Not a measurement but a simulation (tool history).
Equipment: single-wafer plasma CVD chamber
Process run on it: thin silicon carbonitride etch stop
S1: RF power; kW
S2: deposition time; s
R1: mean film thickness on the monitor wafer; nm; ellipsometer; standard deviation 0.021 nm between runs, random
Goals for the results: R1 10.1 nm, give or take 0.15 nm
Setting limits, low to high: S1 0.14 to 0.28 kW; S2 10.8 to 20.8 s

run	day	S1	S2	R1
1	0	0.21	15.8	9.033
2	0.242	0.21	16.8	9.6418
3	0.396	0.21	14.8	8.485
4	0.517	0.225	15.2	8.9124
5	0.692	0.225	13.2	7.7124
6	1.05	0.2	13.2	7.4725
7	1.342	0.215	14	8.0807
8	1.45	0.23	14.6	8.5542
9	1.6	0.24	15.1	8.9382
10	1.667	0.24	15.1	8.9464
11	1.725	0.24	15.1	8.9682
12	2.096	0.25	15.4	9.2467
13	2.158	0.255	15.6	9.3839

Which of these 4 next moves meets every target?
A	2.221	0.25	14.7	?
B	2.221	0.25	16.9	?
C	2.221	0.195	17.4	?
D	2.221	0.25	16.1	?

move	R1
A	8.7877
B	10.103
C	9.749
D	9.6246
A: lands further from the targets than the last run did
B: hits every target within its allowed miss
C: closer than the last run, but not yet in spec
D: closer than the last run, but not yet in spec
Answer: B
